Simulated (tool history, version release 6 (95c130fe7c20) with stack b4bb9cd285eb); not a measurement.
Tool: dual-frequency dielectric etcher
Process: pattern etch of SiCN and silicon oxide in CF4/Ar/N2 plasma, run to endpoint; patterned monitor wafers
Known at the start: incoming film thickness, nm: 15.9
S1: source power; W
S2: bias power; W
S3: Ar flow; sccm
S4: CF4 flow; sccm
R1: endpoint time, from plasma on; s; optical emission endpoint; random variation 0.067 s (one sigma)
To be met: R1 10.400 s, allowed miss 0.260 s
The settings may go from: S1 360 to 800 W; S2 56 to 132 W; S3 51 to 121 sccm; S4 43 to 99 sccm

Run 1, day 0.000: S1 580 W, S2 94 W, S3 86 sccm, S4 71 sccm. Result: R1 13.799 s.
Run 2, day 0.062: S1 580 W, S2 94 W, S3 86 sccm, S4 81 sccm. Result: R1 13.631 s.
Run 3, day 0.179: S1 580 W, S2 85 W, S3 86 sccm, S4 81 sccm. Result: R1 13.967 s.
Run 4, day 0.362: S1 580 W, S2 94 W, S3 86 sccm, S4 81 sccm. Result: R1 13.496 s.
Run 5, day 0.662: S1 580 W, S2 94 W, S3 86 sccm, S4 72 sccm. Result: R1 13.672 s.
Run 6, day 1.033: S1 580 W, S2 78 W, S3 86 sccm, S4 72 sccm. Result: R1 14.865 s.
Run 7, day 1.354: S1 610 W, S2 79 W, S3 86 sccm, S4 72 sccm. Result: R1 14.173 s.
Run 8, day 1.500: S1 630 W, S2 80 W, S3 86 sccm, S4 72 sccm. Result: R1 13.732 s.
Run 9, day 1.796: S1 650 W, S2 81 W, S3 86 sccm, S4 72 sccm. Result: R1 13.456 s.
Run 10, day 2.121: S1 670 W, S2 83 W, S3 85 sccm, S4 72 sccm. Result: R1 12.917 s.
Run 11, day 2.283: S1 690 W, S2 85 W, S3 85 sccm, S4 72 sccm. Result: R1 12.672 s.
Run 12, day 2.567: S1 700 W, S2 87 W, S3 84 sccm, S4 72 sccm. Result: R1 12.323 s.
Run 13, day 2.671: S1 710 W, S2 89 W, S3 84 sccm, S4 72 sccm. Result: R1 11.851 s.
Run 14, day 2.858: S1 720 W, S2 89 W, S3 84 sccm, S4 72 sccm. Result: R1 11.734 s.
At day 3.054: Ar flow controller replaced.
Run 15, day 3.054: S1 730 W, S2 90 W, S3 84 sccm, S4 72 sccm. Result: R1 11.692 s.
Run 16, day 3.412: S1 740 W, S2 91 W, S3 84 sccm, S4 72 sccm. Result: R1 11.491 s.

Which of these 4 next moves meets every target?
Run A, day 3.771: S1 730 W, S2 99 W, S3 85 sccm, S4 70 sccm. Result: R1 ?.
Run B, day 3.771: S1 790 W, S2 93 W, S3 84 sccm, S4 73 sccm. Result: R1 ?.
Run C, day 3.771: S1 790 W, S2 89 W, S3 90 sccm, S4 69 sccm. Result: R1 ?.
Run D, day 3.771: S1 760 W, S2 106 W, S3 77 sccm, S4 76 sccm. Result: R1 ?.

move      R1
   A  11.214
   B  10.765
   C  11.137
   D  10.362
A: nearer than the last run, and not there yet
B: nearer than the last run, and not there yet
C: nearer than the last run, and not there yet
D: meets every target
The right move is D.

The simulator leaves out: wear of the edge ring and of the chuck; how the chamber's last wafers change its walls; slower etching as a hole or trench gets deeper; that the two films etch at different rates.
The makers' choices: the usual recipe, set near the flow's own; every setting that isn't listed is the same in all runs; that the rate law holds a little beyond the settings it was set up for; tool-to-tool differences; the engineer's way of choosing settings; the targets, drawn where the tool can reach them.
